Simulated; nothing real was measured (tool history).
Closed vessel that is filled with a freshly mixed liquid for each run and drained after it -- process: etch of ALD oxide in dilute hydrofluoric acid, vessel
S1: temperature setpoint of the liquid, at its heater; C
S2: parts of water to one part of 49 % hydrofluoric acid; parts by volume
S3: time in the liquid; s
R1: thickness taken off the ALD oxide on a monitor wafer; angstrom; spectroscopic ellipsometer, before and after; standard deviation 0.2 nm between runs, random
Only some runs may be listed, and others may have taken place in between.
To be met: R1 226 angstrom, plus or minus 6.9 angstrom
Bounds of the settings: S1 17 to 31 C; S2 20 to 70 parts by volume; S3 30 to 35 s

Run 1, hour 0: S1 23 C, S2 40 parts by volume, S3 35 s. Result: R1 138.72 angstrom.
Run 2, hour 7: S1 23 C, S2 50 parts by volume, S3 35 s. Result: R1 110.53 angstrom.
Run 3, hour 10.9: S1 25.5 C, S2 45 parts by volume, S3 35 s. Result: R1 138.06 angstrom.
Run 4, hour 13.3: S1 23.5 C, S2 45 parts by volume, S3 35 s. Result: R1 124.33 angstrom.
Run 5, hour 17.8: S1 25.5 C, S2 40 parts by volume, S3 35 s. Result: R1 157.1 angstrom.
Run 6, hour 25.7: S1 27 C, S2 40 parts by volume, S3 35 s. Result: R1 165.55 angstrom.
Run 7, hour 34.4: S1 27 C, S2 40 parts by volume, S3 35 s. Result: R1 165.45 angstrom.
Run 8, hour 43.7: S1 28 C, S2 40 parts by volume, S3 35 s. Result: R1 170.98 angstrom.
Run 9, hour 52.2: S1 29 C, S2 40 parts by volume, S3 35 s. Result: R1 178.1 angstrom.
Run 10, hour 55.6: S1 29.5 C, S2 40 parts by volume, S3 35 s. Result: R1 178.52 angstrom.
Run 11, hour 57.2: S1 30 C, S2 40 parts by volume, S3 35 s. Result: R1 189 angstrom.
Run 12, hour 63.9: S1 30.5 C, S2 40 parts by volume, S3 35 s. Result: R1 187.49 angstrom.

Which single option among these 4 for the next run brings every result within its allowed miss of target? Just one does.
Run A, hour 70.6: S1 31 C, S2 45 parts by volume, S3 30 s. Result: R1 ?.
Run B, hour 70.6: S1 29.5 C, S2 30 parts by volume, S3 35 s. Result: R1 ?.
Run C, hour 70.6: S1 30 C, S2 35 parts by volume, S3 35 s. Result: R1 ?.
Run D, hour 70.6: S1 31 C, S2 30 parts by volume, S3 30 s. Result: R1 ?.

move      R1
   A     147
   B  248.19
   C  215.34
   D  225.87
A: further off than the last run
B: carries the result that was furthest off beyond its target, to the other side
C: closer than the last run, but not yet in spec
D: each result inside its tolerance
Answer: D

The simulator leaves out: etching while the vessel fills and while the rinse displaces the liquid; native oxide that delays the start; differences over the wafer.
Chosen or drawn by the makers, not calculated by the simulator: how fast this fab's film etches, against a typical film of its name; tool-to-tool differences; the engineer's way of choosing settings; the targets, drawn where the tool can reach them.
